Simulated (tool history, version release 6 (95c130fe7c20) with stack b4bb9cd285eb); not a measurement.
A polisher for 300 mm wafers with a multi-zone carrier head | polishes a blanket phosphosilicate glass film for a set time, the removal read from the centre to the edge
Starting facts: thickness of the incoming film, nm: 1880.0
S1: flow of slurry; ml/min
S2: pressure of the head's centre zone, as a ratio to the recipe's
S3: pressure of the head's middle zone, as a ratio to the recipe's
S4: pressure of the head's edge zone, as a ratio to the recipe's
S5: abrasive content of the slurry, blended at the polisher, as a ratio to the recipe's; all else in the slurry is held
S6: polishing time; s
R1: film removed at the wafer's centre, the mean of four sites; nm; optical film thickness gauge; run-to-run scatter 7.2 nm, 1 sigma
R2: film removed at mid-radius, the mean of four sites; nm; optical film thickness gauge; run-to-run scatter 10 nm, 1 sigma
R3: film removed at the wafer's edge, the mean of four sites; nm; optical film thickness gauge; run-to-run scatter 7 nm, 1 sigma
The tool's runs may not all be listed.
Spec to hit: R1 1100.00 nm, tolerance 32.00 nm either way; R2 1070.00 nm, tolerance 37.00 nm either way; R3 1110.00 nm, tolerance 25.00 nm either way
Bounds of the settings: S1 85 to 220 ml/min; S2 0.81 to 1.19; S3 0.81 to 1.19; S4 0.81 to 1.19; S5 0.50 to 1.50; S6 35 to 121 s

Run 1, hour 0.0: S1 140 ml/min, S2 1.00, S3 1.00, S4 1.00, S5 1.00, S6 78 s. Result: R1 651.84 nm, R2 637.30 nm, R3 621.47 nm.
Run 2, hour 4.7: S1 145 ml/min, S2 1.00, S3 1.00, S4 1.03, S5 1.10, S6 81 s. Result: R1 703.91 nm, R2 696.97 nm, R3 686.97 nm.
Run 3, hour 9.1: S1 145 ml/min, S2 1.00, S3 1.00, S4 1.03, S5 1.10, S6 93 s. Result: R1 805.74 nm, R2 798.04 nm, R3 790.97 nm.
Run 4, hour 13.4: S1 150 ml/min, S2 1.01, S3 1.00, S4 1.05, S5 1.15, S6 94 s. Result: R1 845.02 nm, R2 834.81 nm, R3 808.17 nm.
Run 5, hour 18.7: S1 150 ml/min, S2 1.01, S3 0.99, S4 1.06, S5 1.20, S6 96 s. Result: R1 877.02 nm, R2 849.11 nm, R3 860.91 nm.
Run 6, hour 20.4: S1 185 ml/min, S2 1.01, S3 0.99, S4 1.06, S5 1.20, S6 96 s. Result: R1 919.10 nm, R2 881.70 nm, R3 875.81 nm.
Run 7, hour 21.1: S1 160 ml/min, S2 1.02, S3 1.01, S4 1.16, S5 1.45, S6 102 s. Result: R1 1040.10 nm, R2 1007.70 nm, R3 1028.70 nm.
Run 8, hour 21.9: S1 165 ml/min, S2 1.02, S3 1.01, S4 1.17, S5 1.45, S6 102 s. Result: R1 1032.70 nm, R2 1008.50 nm, R3 1034.10 nm.
Run 9, hour 23.4: S1 170 ml/min, S2 1.02, S3 1.01, S4 1.17, S5 1.45, S6 102 s. Result: R1 1040.50 nm, R2 1010.00 nm, R3 1033.20 nm.
Run 10, hour 28.9: S1 175 ml/min, S2 1.02, S3 1.01, S4 1.17, S5 1.45, S6 103 s. Result: R1 1046.00 nm, R2 1020.30 nm, R3 1053.80 nm.
Run 11, hour 30.3: S1 180 ml/min, S2 1.02, S3 1.01, S4 1.17, S5 1.45, S6 103 s. Result: R1 1060.80 nm, R2 1038.80 nm, R3 1051.30 nm.

Exercise: of the 4 proposed moves below, exactly one satisfies all targets within the stated allowed misses. Which move is it?
Run A, hour 31.7: S1 190 ml/min, S2 0.97, S3 1.16, S4 1.14, S5 1.35, S6 106 s. Result: R1 ?, R2 ?, R3 ?.
Run B, hour 31.7: S1 165 ml/min, S2 0.94, S3 1.00, S4 1.18, S5 1.45, S6 108 s. Result: R1 ?, R2 ?, R3 ?.
Run C, hour 31.7: S1 140 ml/min, S2 1.01, S3 0.99, S4 1.14, S5 1.50, S6 110 s. Result: R1 ?, R2 ?, R3 ?.
Run D, hour 31.7: S1 175 ml/min, S2 0.96, S3 1.12, S4 1.15, S5 1.50, S6 105 s. Result: R1 ?, R2 ?, R3 ?.

move       R1       R2       R3
   A  1013.50  1168.20  1050.10
   B  1014.50  1059.10  1106.70
   C  1080.00  1059.90  1105.10
   D  1024.50  1156.80  1079.80
A: its largest miss is bigger than the last run's
B: brings the result that was furthest off to its target, and leaves another outside
C: hits every target within its allowed miss
D: neither nearer nor further off than the last run
So the answer is move C, the one that meets all the targets.
